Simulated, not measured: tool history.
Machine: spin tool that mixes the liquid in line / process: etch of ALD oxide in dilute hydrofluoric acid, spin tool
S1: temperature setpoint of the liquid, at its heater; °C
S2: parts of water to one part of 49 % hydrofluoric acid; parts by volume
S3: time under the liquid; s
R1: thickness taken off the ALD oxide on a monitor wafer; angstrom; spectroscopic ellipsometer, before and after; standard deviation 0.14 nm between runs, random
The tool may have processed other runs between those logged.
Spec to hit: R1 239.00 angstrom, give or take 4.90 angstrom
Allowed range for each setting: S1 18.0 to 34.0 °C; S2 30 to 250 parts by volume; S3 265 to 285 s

run	hour	S1	S2	S3	R1
1	0.0	26.0	140	265	205.40
2	6.1	26.0	140	265	203.04
3	7.4	26.0	95	265	319.86
4	8.3	24.0	95	265	290.90
5	13.7	23.0	95	265	280.63
6	17.0	22.0	95	265	270.19
7	25.1	21.0	95	265	260.47
8	32.2	20.5	95	265	254.56
9	33.3	20.0	95	265	249.89
10	39.1	19.5	95	265	247.93

4 candidate next runs follow, results not yet known. Just one meets every target within its allowed miss. Identify it.
A	44.9	19.5	95	275	?
B	44.9	18.0	95	275	?
C	44.9	18.0	90	280	?
D	44.9	18.5	90	270	?

move	R1
A	255.35
B	239.88
C	259.20
D	255.25
A: its largest miss is bigger than the last run's
B: every result within its allowed miss
C: its largest miss is bigger than the last run's
D: its largest miss is bigger than the last run's
The right move is B.
